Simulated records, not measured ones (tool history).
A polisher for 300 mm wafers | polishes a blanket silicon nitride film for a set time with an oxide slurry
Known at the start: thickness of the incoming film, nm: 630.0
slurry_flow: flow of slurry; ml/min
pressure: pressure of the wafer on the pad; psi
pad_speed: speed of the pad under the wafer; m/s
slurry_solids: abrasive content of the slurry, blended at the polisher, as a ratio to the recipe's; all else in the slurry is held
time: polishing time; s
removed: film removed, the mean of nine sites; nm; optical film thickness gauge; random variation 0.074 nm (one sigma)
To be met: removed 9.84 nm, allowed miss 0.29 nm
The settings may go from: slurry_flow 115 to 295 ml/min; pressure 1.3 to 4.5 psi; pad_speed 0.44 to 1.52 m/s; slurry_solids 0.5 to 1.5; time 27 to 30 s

Run 1, day 0: slurry_flow 190 ml/min, pressure 2.9 psi, pad_speed 0.98 m/s, slurry_solids 1, time 30 s. Result: removed 18.219 nm.
Run 2, day 0.321: slurry_flow 190 ml/min, pressure 2.9 psi, pad_speed 0.98 m/s, slurry_solids 0.85, time 30 s. Result: removed 16.914 nm.
Run 3, day 0.558: slurry_flow 225 ml/min, pressure 2.9 psi, pad_speed 0.98 m/s, slurry_solids 0.85, time 30 s. Result: removed 17.353 nm.
Run 4, day 0.642: slurry_flow 225 ml/min, pressure 2.9 psi, pad_speed 0.98 m/s, slurry_solids 0.65, time 30 s. Result: removed 14.952 nm.
Run 5, day 1.004: slurry_flow 225 ml/min, pressure 2.7 psi, pad_speed 0.98 m/s, slurry_solids 0.65, time 30 s. Result: removed 14.134 nm.
Run 6, day 1.367: slurry_flow 225 ml/min, pressure 2.5 psi, pad_speed 0.98 m/s, slurry_solids 0.65, time 30 s. Result: removed 13.05 nm.
Run 7, day 1.546: slurry_flow 225 ml/min, pressure 2.4 psi, pad_speed 0.98 m/s, slurry_solids 0.65, time 30 s. Result: removed 12.889 nm.
Run 8, day 1.679: slurry_flow 225 ml/min, pressure 2.3 psi, pad_speed 0.98 m/s, slurry_solids 0.65, time 30 s. Result: removed 12.166 nm.
Run 9, day 2.017: slurry_flow 225 ml/min, pressure 2.2 psi, pad_speed 0.98 m/s, slurry_solids 0.65, time 30 s. Result: removed 11.741 nm.
Run 10, day 2.262: slurry_flow 225 ml/min, pressure 2.1 psi, pad_speed 0.98 m/s, slurry_solids 0.65, time 30 s. Result: removed 11.2 nm.
Run 11, day 2.596: slurry_flow 225 ml/min, pressure 2.1 psi, pad_speed 0.98 m/s, slurry_solids 0.65, time 30 s. Result: removed 11.392 nm.
Run 12, day 2.688: slurry_flow 225 ml/min, pressure 2 psi, pad_speed 0.98 m/s, slurry_solids 0.65, time 30 s. Result: removed 10.95 nm.

Which of these 4 next moves meets every target?
Run A, day 2.779: slurry_flow 185 ml/min, pressure 2.4 psi, pad_speed 1.08 m/s, slurry_solids 0.6, time 27 s. Result: removed ?.
Run B, day 2.779: slurry_flow 235 ml/min, pressure 2.2 psi, pad_speed 1.06 m/s, slurry_solids 0.65, time 30 s. Result: removed ?.
Run C, day 2.779: slurry_flow 215 ml/min, pressure 1.9 psi, pad_speed 1.04 m/s, slurry_solids 0.6, time 29 s. Result: removed ?.
Run D, day 2.779: slurry_flow 215 ml/min, pressure 2 psi, pad_speed 1 m/s, slurry_solids 0.6, time 30 s. Result: removed ?.

move  removed
   A   11.273
   B   12.472
   C   9.9468
   D   10.497
A: further off than the last run
B: further off than the last run
C: meets every target
D: nearer than the last run, and not there yet
Move C is the one to make.
